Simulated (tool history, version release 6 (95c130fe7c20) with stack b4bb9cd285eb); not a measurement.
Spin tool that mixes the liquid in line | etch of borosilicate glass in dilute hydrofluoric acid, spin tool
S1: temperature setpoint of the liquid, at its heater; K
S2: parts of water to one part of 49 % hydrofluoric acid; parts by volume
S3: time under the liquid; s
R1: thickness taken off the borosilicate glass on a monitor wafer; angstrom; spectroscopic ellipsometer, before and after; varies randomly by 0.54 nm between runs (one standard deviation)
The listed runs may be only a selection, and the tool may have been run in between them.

run	hour	S1	S2	S3	R1
1	0.0	297.15	60	110	338.39
2	6.9	297.15	60	120	371.81
3	10.6	298.65	55	120	433.99
4	15.4	298.65	45	120	541.67
5	22.1	300.15	45	120	569.32
6	30.1	300.15	45	110	534.63
7	38.5	300.15	45	110	533.53
8	45.4	301.15	45	110	552.64
9	49.3	305.15	30	110	981.86

Forecast run 10:
10	58.1	305.15	30	110	?

{"run 10": {"R1": 996.05}}

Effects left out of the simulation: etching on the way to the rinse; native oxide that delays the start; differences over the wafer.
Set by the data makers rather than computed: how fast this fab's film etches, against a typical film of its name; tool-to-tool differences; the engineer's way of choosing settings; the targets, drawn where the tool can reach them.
